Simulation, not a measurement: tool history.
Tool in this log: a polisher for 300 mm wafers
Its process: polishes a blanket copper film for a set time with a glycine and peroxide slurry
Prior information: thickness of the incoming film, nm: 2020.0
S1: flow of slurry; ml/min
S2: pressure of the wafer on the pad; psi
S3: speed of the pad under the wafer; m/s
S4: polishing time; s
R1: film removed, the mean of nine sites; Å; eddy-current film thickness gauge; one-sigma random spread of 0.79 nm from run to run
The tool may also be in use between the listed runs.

Run 1, hour 0.0: S1 220 ml/min, S2 2.5 psi, S3 0.84 m/s, S4 28 s. Result: R1 1277.0 Å.
Run 2, hour 3.6: S1 215 ml/min, S2 2.4 psi, S3 0.84 m/s, S4 28 s. Result: R1 1250.7 Å.
Run 3, hour 4.2: S1 215 ml/min, S2 2.3 psi, S3 0.84 m/s, S4 28 s. Result: R1 1212.8 Å.
Run 4, hour 7.8: S1 215 ml/min, S2 2.3 psi, S3 0.92 m/s, S4 28 s. Result: R1 1277.2 Å.
Run 5, hour 15.7: S1 215 ml/min, S2 2.2 psi, S3 0.92 m/s, S4 28 s. Result: R1 1247.7 Å.
At hour 17.7: slurry nozzle cleaned.
Run 6, hour 17.7: S1 215 ml/min, S2 2.6 psi, S3 0.92 m/s, S4 28 s. Result: R1 1467.9 Å.
Run 7, hour 18.8: S1 215 ml/min, S2 2.5 psi, S3 0.92 m/s, S4 28 s. Result: R1 1454.3 Å.

Run 8 is up next; what results do you expect?
Run 8, hour 27.6: S1 215 ml/min, S2 2.4 psi, S3 0.92 m/s, S4 28 s. Result: R1 ?.

R1: 1403.0 Å
